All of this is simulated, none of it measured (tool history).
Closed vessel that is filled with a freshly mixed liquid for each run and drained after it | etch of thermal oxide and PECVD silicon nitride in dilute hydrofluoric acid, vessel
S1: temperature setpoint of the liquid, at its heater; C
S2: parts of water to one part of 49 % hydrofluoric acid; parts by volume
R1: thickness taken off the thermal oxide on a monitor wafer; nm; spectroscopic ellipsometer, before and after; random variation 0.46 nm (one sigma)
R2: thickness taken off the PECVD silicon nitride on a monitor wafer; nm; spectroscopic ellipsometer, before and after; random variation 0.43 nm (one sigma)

run 1 hour=0.0 | S1=23.0 S2=210 time_in_the_liquid_(s)=940 | R1=20.347 R2=11.753
run 2 hour=4.1 | S1=23.0 S2=210 time_in_the_liquid_(s)=1230 | R1=26.505 R2=15.561
run 3 hour=4.8 | S1=21.0 S2=210 time_in_the_liquid_(s)=1230 | R1=24.544 R2=13.680
run 4 hour=6.2 | S1=22.0 S2=180 time_in_the_liquid_(s)=1250 | R1=31.125 R2=16.915
run 5 hour=12.6 | S1=23.0 S2=155 time_in_the_liquid_(s)=1250 | R1=38.729 R2=21.293
run 6 hour=18.6 | S1=23.0 S2=155 time_in_the_liquid_(s)=1420 | R1=43.693 R2=23.924
run 7 hour=20.1 | S1=23.5 S2=135 time_in_the_liquid_(s)=1410 | R1=52.213 R2=28.303
run 8 hour=23.6 | S1=24.0 S2=120 time_in_the_liquid_(s)=1390 | R1=60.336 R2=32.402
run 9 hour=27.1 | S1=27.0 S2=45 time_in_the_liquid_(s)=1255 | R1=181.850 R2=94.932
run 10 hour=28.5 | S1=26.0 S2=50 time_in_the_liquid_(s)=1295 | R1=159.590 R2=82.006
run 11 hour=34.5 | S1=25.5 S2=55 time_in_the_liquid_(s)=1345 | R1=146.260 R2=74.816
run 12 hour=42.0 | S1=25.0 S2=60 time_in_the_liquid_(s)=1385 | R1=133.600 R2=68.369
run 13 hour=43.5 | S1=24.5 S2=65 time_in_the_liquid_(s)=1420 | R1=124.730 R2=62.495
run 14 hour=46.5 | S1=24.5 S2=70 time_in_the_liquid_(s)=1450 | R1=116.800 R2=59.887
run 15 hour=50.4 | S1=24.0 S2=70 time_in_the_liquid_(s)=1485 | R1=116.760 R2=59.406
run 16 hour=53.5 | S1=23.5 S2=70 time_in_the_liquid_(s)=1515 | R1=117.480 R2=58.516
run 17 hour=61.5 | S1=23.5 S2=75 time_in_the_liquid_(s)=1545 | R1=111.210 R2=55.156

Forecast run 18:
run 18 hour=64.5 | S1=23.5 S2=80 time_in_the_liquid_(s)=1560 | R1=? R2=?

R1: 104.410 nm
R2: 52.778 nm
